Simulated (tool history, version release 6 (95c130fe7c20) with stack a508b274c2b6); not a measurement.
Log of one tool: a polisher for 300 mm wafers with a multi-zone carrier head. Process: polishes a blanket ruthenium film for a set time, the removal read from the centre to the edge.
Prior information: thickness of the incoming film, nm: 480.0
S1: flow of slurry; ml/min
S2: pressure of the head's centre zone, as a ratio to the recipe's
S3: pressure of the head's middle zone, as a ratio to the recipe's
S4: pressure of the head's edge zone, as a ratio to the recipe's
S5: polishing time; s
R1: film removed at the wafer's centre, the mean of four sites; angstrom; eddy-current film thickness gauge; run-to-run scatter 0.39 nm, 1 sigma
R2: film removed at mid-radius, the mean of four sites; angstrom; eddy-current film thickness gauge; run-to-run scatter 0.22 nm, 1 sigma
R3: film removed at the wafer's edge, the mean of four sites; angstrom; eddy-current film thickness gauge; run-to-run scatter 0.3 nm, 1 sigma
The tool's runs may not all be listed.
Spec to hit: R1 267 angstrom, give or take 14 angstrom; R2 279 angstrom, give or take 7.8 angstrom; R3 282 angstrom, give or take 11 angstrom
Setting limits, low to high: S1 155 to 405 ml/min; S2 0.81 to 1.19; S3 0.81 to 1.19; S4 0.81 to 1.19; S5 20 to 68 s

{"run": 1, "hour": 0.0, "S1": 260, "S2": 1, "S3": 1, "S4": 1, "S5": 44, "R1": 445.8, "R2": 448.28, "R3": 454.89}
{"run": 2, "hour": 4.3, "S1": 305, "S2": 1, "S3": 1, "S4": 1, "S5": 44, "R1": 459.76, "R2": 447.85, "R3": 468.12}
{"run": 3, "hour": 12.5, "S1": 305, "S2": 1, "S3": 1.07, "S4": 1, "S5": 44, "R1": 453.95, "R2": 469.32, "R3": 461.72}
{"run": 4, "hour": 16.9, "S1": 305, "S2": 1, "S3": 1.07, "S4": 0.94, "S5": 44, "R1": 448.32, "R2": 473.32, "R3": 439.78}
{"run": 5, "hour": 20.7, "S1": 280, "S2": 1, "S3": 1.07, "S4": 0.94, "S5": 44, "R1": 444.02, "R2": 462.28, "R3": 449.05}
{"run": 6, "hour": 22.4, "S1": 280, "S2": 0.99, "S3": 1.06, "S4": 0.93, "S5": 41, "R1": 425.67, "R2": 435.73, "R3": 406.92}
{"run": 7, "hour": 24.4, "S1": 270, "S2": 0.96, "S3": 1.05, "S4": 0.95, "S5": 38, "R1": 379.79, "R2": 398.22, "R3": 382.22}
{"run": 8, "hour": 29.5, "S1": 265, "S2": 0.94, "S3": 1.03, "S4": 0.94, "S5": 36, "R1": 346.36, "R2": 369.36, "R3": 358.2}
{"run": 9, "hour": 34.2, "S1": 265, "S2": 0.93, "S3": 1.01, "S4": 0.93, "S5": 35, "R1": 334.45, "R2": 353.3, "R3": 348.37}
{"run": 10, "hour": 36.5, "S1": 265, "S2": 0.92, "S3": 1, "S4": 0.91, "S5": 34, "R1": 321.97, "R2": 339.22, "R3": 337.38}
{"run": 11, "hour": 38.5, "S1": 260, "S2": 0.91, "S3": 0.99, "S4": 0.9, "S5": 33, "R1": 309.41, "R2": 328.19, "R3": 320.3}
{"run": 12, "hour": 39.6, "S1": 260, "S2": 0.9, "S3": 0.97, "S4": 0.89, "S5": 33, "R1": 313.05, "R2": 326.16, "R3": 318.92}
{"run": 13, "hour": 45.1, "S1": 255, "S2": 0.89, "S3": 0.96, "S4": 0.88, "S5": 33, "R1": 307.45, "R2": 324.69, "R3": 325.83}
{"run": 14, "hour": 52.4, "S1": 255, "S2": 0.89, "S3": 0.96, "S4": 0.88, "S5": 32, "R1": 302.28, "R2": 312.37, "R3": 317.61}
{"run": 15, "hour": 57.2, "S1": 255, "S2": 0.88, "S3": 0.96, "S4": 0.87, "S5": 31, "R1": 275.28, "R2": 301.83, "R3": 303.23}
{"run": 16, "hour": 64.1, "S1": 255, "S2": 0.88, "S3": 0.95, "S4": 0.86, "S5": 31, "R1": 284.11, "R2": 306.14, "R3": 297.76}
{"run": 17, "hour": 69.5, "S1": 250, "S2": 0.88, "S3": 0.94, "S4": 0.86, "S5": 31, "R1": 286.95, "R2": 296.37, "R3": 299.64}
{"run": 18, "hour": 71.0, "S1": 245, "S2": 0.87, "S3": 0.94, "S4": 0.85, "S5": 31, "R1": 276.9, "R2": 293.36, "R3": 301.25}
{"run": 19, "hour": 72.7, "S1": 230, "S2": 0.89, "S3": 0.94, "S4": 0.81, "S5": 29, "R1": 260.63, "R2": 277.57, "R3": 272}

4 candidate next runs follow, results not yet known. Just one meets every target within its allowed miss. Identify it.
{"run": "A", "hour": 74.4, "S1": 200, "S2": 0.96, "S3": 1.06, "S4": 0.81, "S5": 28, "R1": "?", "R2": "?", "R3": "?"}
{"run": "B", "hour": 74.4, "S1": 270, "S2": 0.87, "S3": 0.91, "S4": 0.85, "S5": 29, "R1": "?", "R2": "?", "R3": "?"}
{"run": "C", "hour": 74.4, "S1": 280, "S2": 1.04, "S3": 1.05, "S4": 0.81, "S5": 26, "R1": "?", "R2": "?", "R3": "?"}
{"run": "D", "hour": 74.4, "S1": 255, "S2": 0.9, "S3": 0.98, "S4": 0.81, "S5": 28, "R1": "?", "R2": "?", "R3": "?"}

move=A R1=272.97 R2=285.39 R3=258.47
move=B R1=267.28 R2=276.37 R3=280.36
move=C R1=283.56 R2=272.48 R3=246.35
move=D R1=264.66 R2=278.22 R3=263.72
A: its largest miss is bigger than the last run's
B: meets every target
C: its largest miss is bigger than the last run's
D: its largest miss is bigger than the last run's
Go with B: it meets all targets.
